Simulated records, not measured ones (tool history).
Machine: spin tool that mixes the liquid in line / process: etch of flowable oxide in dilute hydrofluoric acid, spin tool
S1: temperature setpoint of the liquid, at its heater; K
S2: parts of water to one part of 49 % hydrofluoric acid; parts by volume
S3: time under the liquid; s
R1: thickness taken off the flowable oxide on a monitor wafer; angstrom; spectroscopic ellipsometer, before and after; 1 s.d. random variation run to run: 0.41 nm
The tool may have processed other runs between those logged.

{"run": 1, "hour": 0.0, "S1": 296.15, "S2": 60, "S3": 70, "R1": 394.6}
{"run": 2, "hour": 5.0, "S1": 296.65, "S2": 60, "S3": 70, "R1": 398.31}
{"run": 3, "hour": 13.3, "S1": 296.65, "S2": 45, "S3": 70, "R1": 538.84}
{"run": 4, "hour": 19.5, "S1": 294.15, "S2": 45, "S3": 70, "R1": 498.56}
{"run": 5, "hour": 24.0, "S1": 294.15, "S2": 45, "S3": 75, "R1": 536.95}
{"run": 6, "hour": 27.1, "S1": 294.15, "S2": 65, "S3": 75, "R1": 358.93}
{"run": 7, "hour": 31.4, "S1": 294.65, "S2": 65, "S3": 75, "R1": 373.7}

Run 8 is up next; what results do you expect?
{"run": 8, "hour": 33.1, "S1": 295.15, "S2": 65, "S3": 75, "R1": "?"}

R1: 376.16 angstrom

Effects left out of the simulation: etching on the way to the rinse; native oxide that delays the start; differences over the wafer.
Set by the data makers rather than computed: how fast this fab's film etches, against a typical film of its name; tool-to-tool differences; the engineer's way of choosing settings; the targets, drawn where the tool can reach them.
